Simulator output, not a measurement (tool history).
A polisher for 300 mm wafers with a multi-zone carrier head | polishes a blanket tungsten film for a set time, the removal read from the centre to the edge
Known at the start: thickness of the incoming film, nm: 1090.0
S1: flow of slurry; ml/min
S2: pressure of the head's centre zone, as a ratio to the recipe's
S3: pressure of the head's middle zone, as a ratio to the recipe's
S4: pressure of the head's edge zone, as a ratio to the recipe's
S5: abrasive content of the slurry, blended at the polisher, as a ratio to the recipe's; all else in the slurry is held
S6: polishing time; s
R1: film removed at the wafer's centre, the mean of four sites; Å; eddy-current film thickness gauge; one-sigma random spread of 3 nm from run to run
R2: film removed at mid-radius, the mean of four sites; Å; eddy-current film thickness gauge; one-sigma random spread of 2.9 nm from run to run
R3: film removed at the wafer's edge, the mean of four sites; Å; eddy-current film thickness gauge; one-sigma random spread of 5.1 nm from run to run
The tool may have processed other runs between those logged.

{"run": 1, "hour": 0.0, "S1": 225, "S2": 1.0, "S3": 1.0, "S4": 1.0, "S5": 1.0, "S6": 53, "R1": 4648.1, "R2": 4652.9, "R3": 4526.4}
{"run": 2, "hour": 2.9, "S1": 225, "S2": 0.96, "S3": 1.0, "S4": 1.0, "S5": 1.0, "S6": 53, "R1": 4435.6, "R2": 4734.9, "R3": 4481.0}
{"run": 3, "hour": 9.9, "S1": 225, "S2": 0.96, "S3": 1.0, "S4": 1.0, "S5": 0.85, "S6": 53, "R1": 4239.9, "R2": 4390.7, "R3": 4269.6}
{"run": 4, "hour": 17.2, "S1": 225, "S2": 0.96, "S3": 1.0, "S4": 1.0, "S5": 0.85, "S6": 62, "R1": 4961.5, "R2": 5188.3, "R3": 5035.9}
{"run": 5, "hour": 23.7, "S1": 265, "S2": 0.96, "S3": 1.0, "S4": 1.0, "S5": 0.85, "S6": 62, "R1": 5146.8, "R2": 5341.1, "R3": 4996.1}
{"run": 6, "hour": 27.0, "S1": 265, "S2": 0.96, "S3": 1.0, "S4": 1.0, "S5": 0.75, "S6": 62, "R1": 4899.0, "R2": 5132.8, "R3": 4972.0}
{"run": 7, "hour": 35.1, "S1": 235, "S2": 0.96, "S3": 0.9, "S4": 0.9, "S5": 0.5, "S6": 51, "R1": 3586.4, "R2": 3411.1, "R3": 3425.3}

Run 8 has not been measured yet. What should we expect?
{"run": 8, "hour": 37.1, "S1": 240, "S2": 0.96, "S3": 0.91, "S4": 0.92, "S5": 0.5, "S6": 51, "R1": "?", "R2": "?", "R3": "?"}

{"run 8": {"R1": 3595.4, "R2": 3483.6, "R3": 3424.5}}
